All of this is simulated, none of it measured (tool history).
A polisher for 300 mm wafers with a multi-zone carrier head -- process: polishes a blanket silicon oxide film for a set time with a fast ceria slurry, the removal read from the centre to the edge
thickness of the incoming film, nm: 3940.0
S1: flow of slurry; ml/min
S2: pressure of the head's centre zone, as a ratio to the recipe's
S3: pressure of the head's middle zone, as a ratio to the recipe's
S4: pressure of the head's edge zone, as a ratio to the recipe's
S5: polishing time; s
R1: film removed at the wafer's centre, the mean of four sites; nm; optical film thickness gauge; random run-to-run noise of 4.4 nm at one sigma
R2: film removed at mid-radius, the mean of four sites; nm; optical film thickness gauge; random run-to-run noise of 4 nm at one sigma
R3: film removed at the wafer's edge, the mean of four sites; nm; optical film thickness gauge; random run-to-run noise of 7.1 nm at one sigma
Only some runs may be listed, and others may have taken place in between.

{"run": 1, "day": 0.0, "S1": 180, "S2": 1, "S3": 1, "S4": 1, "S5": 52, "R1": 714.34, "R2": 702.06, "R3": 702.47}
{"run": 2, "day": 0.312, "S1": 205, "S2": 1, "S3": 1, "S4": 1, "S5": 52, "R1": 723.88, "R2": 713.38, "R3": 735.27}
{"run": 3, "day": 0.558, "S1": 195, "S2": 0.99, "S3": 0.99, "S4": 1, "S5": 52, "R1": 709.38, "R2": 716.96, "R3": 714.93}
{"run": 4, "day": 0.692, "S1": 195, "S2": 0.99, "S3": 0.99, "S4": 1, "S5": 45, "R1": 622.39, "R2": 615.94, "R3": 623.68}
{"run": 5, "day": 1.033, "S1": 195, "S2": 1.06, "S3": 0.99, "S4": 1, "S5": 45, "R1": 643.93, "R2": 613.35, "R3": 633.17}
{"run": 6, "day": 1.2, "S1": 195, "S2": 1.06, "S3": 0.99, "S4": 0.97, "S5": 45, "R1": 642.62, "R2": 614.1, "R3": 615.96}
{"run": 7, "day": 1.308, "S1": 200, "S2": 1.04, "S3": 0.99, "S4": 0.98, "S5": 45, "R1": 643.7, "R2": 614.76, "R3": 609.8}
{"run": 8, "day": 1.458, "S1": 200, "S2": 1.03, "S3": 1, "S4": 0.99, "S5": 45, "R1": 637.62, "R2": 625.84, "R3": 618.88}

What does the tool deliver on the next run?
{"run": 9, "day": 1.758, "S1": 200, "S2": 1.02, "S3": 1, "S4": 1, "S5": 45, "R1": "?", "R2": "?", "R3": "?"}

Run 9 gave R1 633.75 nm, R2 625.27 nm, R3 623.01 nm.
